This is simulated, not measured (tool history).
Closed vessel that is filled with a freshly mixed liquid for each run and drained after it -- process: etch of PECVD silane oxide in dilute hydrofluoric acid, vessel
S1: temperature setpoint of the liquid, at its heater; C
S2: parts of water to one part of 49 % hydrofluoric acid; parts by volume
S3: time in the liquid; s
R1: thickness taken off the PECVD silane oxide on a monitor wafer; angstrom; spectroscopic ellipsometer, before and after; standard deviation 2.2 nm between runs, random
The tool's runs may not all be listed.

Run 1, hour 0: S1 24 C, S2 235 parts by volume, S3 1015 s. Result: R1 1032.4 angstrom.
Run 2, hour 4.6: S1 24 C, S2 235 parts by volume, S3 1085 s. Result: R1 1102.6 angstrom.
Run 3, hour 12.9: S1 25 C, S2 210 parts by volume, S3 1085 s. Result: R1 1278.3 angstrom.
Run 4, hour 19.3: S1 26 C, S2 185 parts by volume, S3 1085 s. Result: R1 1549.5 angstrom.
Run 5, hour 21.1: S1 27 C, S2 170 parts by volume, S3 1085 s. Result: R1 1803.3 angstrom.
Run 6, hour 23.6: S1 27 C, S2 235 parts by volume, S3 1085 s. Result: R1 1226.7 angstrom.
Run 7, hour 31.7: S1 28 C, S2 215 parts by volume, S3 1085 s. Result: R1 1401.2 angstrom.
Run 8, hour 34.1: S1 28.5 C, S2 195 parts by volume, S3 1085 s. Result: R1 1588.2 angstrom.

Run 9 comes next. What will it give?
Run 9, hour 40.4: S1 29 C, S2 180 parts by volume, S3 1085 s. Result: R1 ?.

Run 9 came out at R1 1802.3 angstrom.
